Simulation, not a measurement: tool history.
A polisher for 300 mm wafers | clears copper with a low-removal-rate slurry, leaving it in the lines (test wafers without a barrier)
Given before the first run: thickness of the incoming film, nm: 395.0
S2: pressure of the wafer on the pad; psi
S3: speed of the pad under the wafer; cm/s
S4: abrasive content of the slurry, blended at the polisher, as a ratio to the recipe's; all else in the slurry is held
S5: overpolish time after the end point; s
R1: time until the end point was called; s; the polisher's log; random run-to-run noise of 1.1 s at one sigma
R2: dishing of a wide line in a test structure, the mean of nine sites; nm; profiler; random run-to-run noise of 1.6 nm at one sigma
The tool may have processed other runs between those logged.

run 1 day=0 | flow_of_slurry_(ml/min)=310 S2=2.5 S3=142 S4=1 S5=25 | R1=119.13 R2=47.133
run 2 day=0.088 | flow_of_slurry_(ml/min)=310 S2=2.5 S3=142 S4=0.85 S5=25 | R1=123.93 R2=46.51
run 3 day=0.317 | flow_of_slurry_(ml/min)=310 S2=2.8 S3=144 S4=0.85 S5=23 | R1=106.28 R2=49.324
run 4 day=0.467 | flow_of_slurry_(ml/min)=310 S2=2.4 S3=144 S4=0.85 S5=23 | R1=125.69 R2=43.957
run 5 day=0.667 | flow_of_slurry_(ml/min)=235 S2=2.4 S3=144 S4=0.85 S5=23 | R1=131.11 R2=41.931
run 6 day=0.717 | flow_of_slurry_(ml/min)=235 S2=2.4 S3=144 S4=0.85 S5=32 | R1=130.42 R2=52.563
run 7 day=1.033 | flow_of_slurry_(ml/min)=235 S2=2.8 S3=146 S4=0.85 S5=29 | R1=110.69 R2=57.793
run 8 day=1.138 | flow_of_slurry_(ml/min)=235 S2=2.8 S3=146 S4=0.85 S5=29 | R1=111.99 R2=55.764
run 9 day=1.5 | flow_of_slurry_(ml/min)=235 S2=3.5 S3=160 S4=0.85 S5=17 | R1=81.621 R2=50.434

Run 10 has not been measured yet. What should we expect?
run 10 day=1.788 | flow_of_slurry_(ml/min)=240 S2=3.6 S3=160 S4=0.85 S5=18 | R1=? R2=?

R1: 78.388 s
R2: 53.824 nm
